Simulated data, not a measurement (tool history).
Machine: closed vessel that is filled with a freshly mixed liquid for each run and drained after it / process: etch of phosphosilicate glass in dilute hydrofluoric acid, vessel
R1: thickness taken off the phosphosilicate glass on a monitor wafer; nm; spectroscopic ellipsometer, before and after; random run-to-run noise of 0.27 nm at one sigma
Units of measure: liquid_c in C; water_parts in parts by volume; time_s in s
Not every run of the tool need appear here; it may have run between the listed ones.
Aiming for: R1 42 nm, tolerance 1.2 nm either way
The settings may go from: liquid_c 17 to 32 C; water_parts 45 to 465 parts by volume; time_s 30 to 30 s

run 1 hour=0 | liquid_c=24 water_parts=255 time_s=30 | R1=12.152
run 2 hour=5.1 | liquid_c=24 water_parts=255 time_s=30 | R1=12.066
run 3 hour=7.8 | liquid_c=21 water_parts=255 time_s=30 | R1=10.788
run 4 hour=10.7 | liquid_c=17.5 water_parts=255 time_s=30 | R1=9.5631
run 5 hour=15.4 | liquid_c=19.5 water_parts=255 time_s=30 | R1=10.355
run 6 hour=23.1 | liquid_c=21 water_parts=230 time_s=30 | R1=12.288
run 7 hour=26.3 | liquid_c=21 water_parts=230 time_s=30 | R1=12.36
run 8 hour=33.8 | liquid_c=25 water_parts=125 time_s=30 | R1=29.831
run 9 hour=37.2 | liquid_c=25.5 water_parts=125 time_s=30 | R1=30.253
run 10 hour=44.6 | liquid_c=29.5 water_parts=95 time_s=30 | R1=48.242
run 11 hour=51.9 | liquid_c=28.5 water_parts=95 time_s=30 | R1=46.089
run 12 hour=59.9 | liquid_c=27.5 water_parts=95 time_s=30 | R1=43.827
run 13 hour=67.4 | liquid_c=27 water_parts=95 time_s=30 | R1=43.991

Exactly one of the 4 candidate moves below puts every result within its allowed miss. Which one?
run A hour=74.9 | liquid_c=26.5 water_parts=90 time_s=30 | R1=?
run B hour=74.9 | liquid_c=27 water_parts=90 time_s=30 | R1=?
run C hour=74.9 | liquid_c=22 water_parts=75 time_s=30 | R1=?
run D hour=74.9 | liquid_c=26 water_parts=95 time_s=30 | R1=?

move=A R1=44.981
move=B R1=45.866
move=C R1=45.944
move=D R1=41.517
A: moves away from the targets compared with the last run
B: moves away from the targets compared with the last run
C: moves away from the targets compared with the last run
D: every result within its allowed miss
Correct choice: D, which meets every target
